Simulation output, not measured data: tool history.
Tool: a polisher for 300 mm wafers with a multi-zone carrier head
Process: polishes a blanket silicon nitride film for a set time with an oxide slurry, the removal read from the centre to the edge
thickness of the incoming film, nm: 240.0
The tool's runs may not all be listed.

run	hour	flow of slurry (ml/min)	pressure of the head's centre zone	pressure of the head's middle zone	pressure of the head's edge zone	abrasive content of the slurry	polishing time (s)	film removed at the wafer's centre (Å)	film removed at mid-radius (Å)	film removed at the wafer's edge (Å)
1	0	230	1	1	1	1	41	261.42	273.76	283.83
2	8.5	230	1.01	1	0.97	0.9	39	250.55	251.8	258.33
3	17.4	230	1	1	0.95	0.85	37	230.04	237.27	240.84
4	22.6	230	1	1	0.93	0.8	35	216.5	217.92	222.62
5	25.4	230	1.05	1	0.93	0.8	35	225.73	222.67	223.88
6	32.3	230	1.04	1	0.91	0.75	34	210.86	209.73	209.16
7	33.1	230	1.04	1	0.9	0.7	33	202.16	200.17	196.17
8	35	215	0.98	0.95	0.81	0.5	30	155.62	159.25	152.93
9	42	220	0.99	0.95	0.81	0.5	30	161.5	159.22	154.83
10	49.3	225	0.99	0.95	0.81	0.5	30	159.92	157.94	155.26

Run 11 comes next. What will it give?
11	50	230	0.99	0.96	0.81	0.5	30	?	?	?

film removed at the wafer's centre (Å): 160.37
film removed at mid-radius (Å): 159.39
film removed at the wafer's edge (Å): 157.51
